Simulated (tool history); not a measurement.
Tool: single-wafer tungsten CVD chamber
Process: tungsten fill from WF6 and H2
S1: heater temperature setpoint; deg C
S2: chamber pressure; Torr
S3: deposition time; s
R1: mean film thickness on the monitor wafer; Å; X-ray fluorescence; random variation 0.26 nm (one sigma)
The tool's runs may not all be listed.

run	hour	S1	S2	S3	R1
1	0	390	33.3	17.7	410.23
2	1.5	398	33.3	17.7	466.26
3	8	399	33.4	17.7	478.11
4	11.9	394	33.4	17.7	435.72
5	15.9	396	33.5	17.7	454.47
6	20	398	33.6	17.7	472.49

Run 7 comes next. What will it give?
# hour 23.2: thermocouple changed; heater temperature recalibrated
7	23.2	407	34	17.7	?

{"run 7": {"R1": 600.93}}
